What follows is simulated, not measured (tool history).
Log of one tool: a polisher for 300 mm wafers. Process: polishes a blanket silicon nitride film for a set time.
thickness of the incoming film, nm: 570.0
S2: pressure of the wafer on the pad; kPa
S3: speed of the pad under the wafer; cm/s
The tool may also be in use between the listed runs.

{"run": 1, "hour": 0.0, "flow of slurry (ml/min)": 245, "S2": 30.3, "S3": 104, "polishing time (s)": 61, "film removed (Å)": 1126.6}
{"run": 2, "hour": 4.1, "flow of slurry (ml/min)": 245, "S2": 30.3, "S3": 88, "polishing time (s)": 61, "film removed (Å)": 1010.5}
{"run": 3, "hour": 5.6, "flow of slurry (ml/min)": 250, "S2": 33.1, "S3": 88, "polishing time (s)": 61, "film removed (Å)": 1103.6}
{"run": 4, "hour": 14.5, "flow of slurry (ml/min)": 250, "S2": 33.1, "S3": 100, "polishing time (s)": 61, "film removed (Å)": 1176.4}
{"run": 5, "hour": 18.9, "flow of slurry (ml/min)": 225, "S2": 33.1, "S3": 100, "polishing time (s)": 61, "film removed (Å)": 1172.6}
{"run": 6, "hour": 27.0, "flow of slurry (ml/min)": 235, "S2": 35.2, "S3": 100, "polishing time (s)": 61, "film removed (Å)": 1248.7}

The next listed run, before its measurement:
{"run": 7, "hour": 29.1, "flow of slurry (ml/min)": 240, "S2": 36.5, "S3": 100, "polishing time (s)": 61, "film removed (Å)": "?"}

film removed (Å): 1296.1

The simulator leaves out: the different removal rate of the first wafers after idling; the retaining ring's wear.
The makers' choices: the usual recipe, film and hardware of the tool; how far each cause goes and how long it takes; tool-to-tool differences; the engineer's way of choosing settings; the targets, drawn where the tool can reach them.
